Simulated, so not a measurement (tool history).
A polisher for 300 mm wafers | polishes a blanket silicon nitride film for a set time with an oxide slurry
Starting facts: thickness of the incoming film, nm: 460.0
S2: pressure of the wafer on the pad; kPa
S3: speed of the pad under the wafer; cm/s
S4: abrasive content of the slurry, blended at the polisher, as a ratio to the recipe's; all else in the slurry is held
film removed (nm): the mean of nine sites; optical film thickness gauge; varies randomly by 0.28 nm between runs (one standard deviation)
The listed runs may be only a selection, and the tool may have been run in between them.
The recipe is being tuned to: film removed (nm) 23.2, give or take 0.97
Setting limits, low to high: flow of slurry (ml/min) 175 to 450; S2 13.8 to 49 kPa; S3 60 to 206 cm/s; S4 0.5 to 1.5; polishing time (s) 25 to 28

run 1 hour=0 | flow_of_slurry_(ml/min)=290 S2=31 S3=132 S4=1 polishing_time_(s)=28 | film_removed_(nm)=33.712
run 2 hour=2.8 | flow_of_slurry_(ml/min)=290 S2=35.9 S3=132 S4=1 polishing_time_(s)=28 | film_removed_(nm)=39.533
run 3 hour=7.6 | flow_of_slurry_(ml/min)=290 S2=42.7 S3=132 S4=1 polishing_time_(s)=28 | film_removed_(nm)=46.179
run 4 hour=15.4 | flow_of_slurry_(ml/min)=290 S2=47.6 S3=132 S4=1 polishing_time_(s)=28 | film_removed_(nm)=50.56
run 5 hour=21.5 | flow_of_slurry_(ml/min)=290 S2=39.3 S3=128 S4=1 polishing_time_(s)=28 | film_removed_(nm)=40.494
run 6 hour=28 | flow_of_slurry_(ml/min)=290 S2=33.8 S3=126 S4=1 polishing_time_(s)=28 | film_removed_(nm)=34.847
run 7 hour=30.5 | flow_of_slurry_(ml/min)=290 S2=29.6 S3=124 S4=1 polishing_time_(s)=28 | film_removed_(nm)=30.009
run 8 hour=32.8 | flow_of_slurry_(ml/min)=290 S2=20.7 S3=122 S4=1 polishing_time_(s)=28 | film_removed_(nm)=21.106
run 9 hour=38.7 | flow_of_slurry_(ml/min)=290 S2=21.4 S3=122 S4=1 polishing_time_(s)=28 | film_removed_(nm)=21.989

Which one of the following 5 next-run settings gets every result inside its allowed miss? There is exactly one.
run A hour=44.6 | flow_of_slurry_(ml/min)=290 S2=19.3 S3=160 S4=0.9 polishing_time_(s)=25 | film_removed_(nm)=?
run B hour=44.6 | flow_of_slurry_(ml/min)=295 S2=24.1 S3=112 S4=0.95 polishing_time_(s)=25 | film_removed_(nm)=?
run C hour=44.6 | flow_of_slurry_(ml/min)=255 S2=21.4 S3=114 S4=1.45 polishing_time_(s)=25 | film_removed_(nm)=?
run D hour=44.6 | flow_of_slurry_(ml/min)=370 S2=21.4 S3=122 S4=0.85 polishing_time_(s)=28 | film_removed_(nm)=?
run E hour=44.6 | flow_of_slurry_(ml/min)=270 S2=26.2 S3=126 S4=0.9 polishing_time_(s)=25 | film_removed_(nm)=?

move=A film_removed_(nm)=20.767
move=B film_removed_(nm)=19.862
move=C film_removed_(nm)=21.229
move=D film_removed_(nm)=20.349
move=E film_removed_(nm)=22.887
A: moves away from the targets compared with the last run
B: moves away from the targets compared with the last run
C: moves away from the targets compared with the last run
D: moves away from the targets compared with the last run
E: every result lands within tolerance
Answer: E
